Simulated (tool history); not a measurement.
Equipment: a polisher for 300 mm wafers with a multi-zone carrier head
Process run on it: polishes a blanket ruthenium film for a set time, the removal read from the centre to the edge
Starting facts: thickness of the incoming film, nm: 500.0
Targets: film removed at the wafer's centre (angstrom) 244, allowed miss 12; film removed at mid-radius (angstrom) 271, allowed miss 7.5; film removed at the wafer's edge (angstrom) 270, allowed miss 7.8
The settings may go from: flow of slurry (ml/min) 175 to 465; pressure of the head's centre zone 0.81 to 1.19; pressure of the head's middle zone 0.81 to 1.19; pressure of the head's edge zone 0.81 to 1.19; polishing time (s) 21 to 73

run,hour,flow of slurry (ml/min),pressure of the head's centre zone,pressure of the head's middle zone,pressure of the head's edge zone,polishing time (s),film removed at the wafer's centre (angstrom),film removed at mid-radius (angstrom),film removed at the wafer's edge (angstrom)
1,0,295,1,1,1,47,440.12,463.31,453.61
2,4.9,295,1,1,1,52,479.33,504.38,503.26
3,12.9,295,1,0.95,1,52,493.63,487.89,506.54
4,19.2,295,1,0.95,1,57,546.88,532.8,560.64
5,24.5,295,1,0.95,1,48,460.36,450.87,460.42
6,33,295,1,0.99,1,48,440.18,464.39,466.77
7,34.5,285,0.97,0.97,0.98,43,393.49,413.7,410.03
8,40.1,275,0.94,0.95,0.97,39,337.14,360.45,368.53
9,47,275,0.88,0.93,0.87,27,221.35,245.02,243.29
10,52.6,280,0.89,0.94,0.89,27,222.99,251.5,249.51
11,59.1,280,0.9,0.95,0.91,27,229.48,251.24,246.3

5 candidate next runs follow, results not yet known. Just one meets every target within its allowed miss. Identify it.
A,65.6,330,1.03,0.95,0.93,27,?,?,?
B,65.6,260,0.81,0.92,0.96,30,?,?,?
C,65.6,420,0.89,0.95,0.94,28,?,?,?
D,65.6,270,0.81,1.03,0.91,29,?,?,?
E,65.6,260,0.93,0.91,0.96,29,?,?,?

move,film removed at the wafer's centre (angstrom),film removed at mid-radius (angstrom),film removed at the wafer's edge (angstrom)
A,268.54,256.65,259.84
B,227.44,270.78,287.33
C,245.72,271.73,275
D,221.16,289.18,271.58
E,252.72,259.22,277.79
A: nearer than the last run, and not there yet
B: pushes the last run's worst result past its target
C: hits every target within its allowed miss
D: gets the furthest-off result to its target, but another result is out of tolerance
E: gets the furthest-off result to its target, but another result is out of tolerance
C is the move that brings every result within its allowed miss.
